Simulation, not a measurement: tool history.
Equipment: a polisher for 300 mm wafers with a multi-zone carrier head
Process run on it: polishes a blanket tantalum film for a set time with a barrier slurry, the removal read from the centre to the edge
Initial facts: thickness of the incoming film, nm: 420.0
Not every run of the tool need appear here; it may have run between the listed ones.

| run | day | flow of slurry (ml/min) | pressure of the head's centre zone | pressure of the head's middle zone | pressure of the head's edge zone | abrasive content of the slurry | polishing time (s) | film removed at the wafer's centre (nm) | film removed at mid-radius (nm) | film removed at the wafer's edge (nm) |
|---|---|---|---|---|---|---|---|---|---|---|
| 1 | 0.000 | 245 | 1.00 | 1.00 | 1.00 | 1.00 | 47 | 81.320 | 85.494 | 81.848 |
| 2 | 0.092 | 245 | 1.01 | 1.00 | 0.99 | 0.95 | 45 | 77.380 | 79.987 | 77.307 |
| 3 | 0.200 | 245 | 1.01 | 1.00 | 0.99 | 0.95 | 53 | 90.114 | 93.712 | 88.747 |
| 4 | 0.329 | 245 | 1.02 | 1.00 | 0.97 | 0.90 | 50 | 87.141 | 84.607 | 82.623 |
| 5 | 0.542 | 245 | 1.02 | 1.02 | 0.96 | 0.85 | 47 | 79.822 | 81.838 | 75.636 |
| 6 | 0.871 | 245 | 1.02 | 1.02 | 0.95 | 0.80 | 45 | 74.081 | 75.763 | 71.342 |
| 7 | 0.971 | 245 | 1.03 | 1.02 | 0.94 | 0.75 | 43 | 71.456 | 73.317 | 66.858 |

What does the tool deliver on the next run?
| 8 | 1.179 | 245 | 1.03 | 1.01 | 0.93 | 0.70 | 41 | ? | ? | ? |

Run 8 produced film removed at the wafer's centre (nm) 66.432, film removed at mid-radius (nm) 65.588, film removed at the wafer's edge (nm) 60.599.
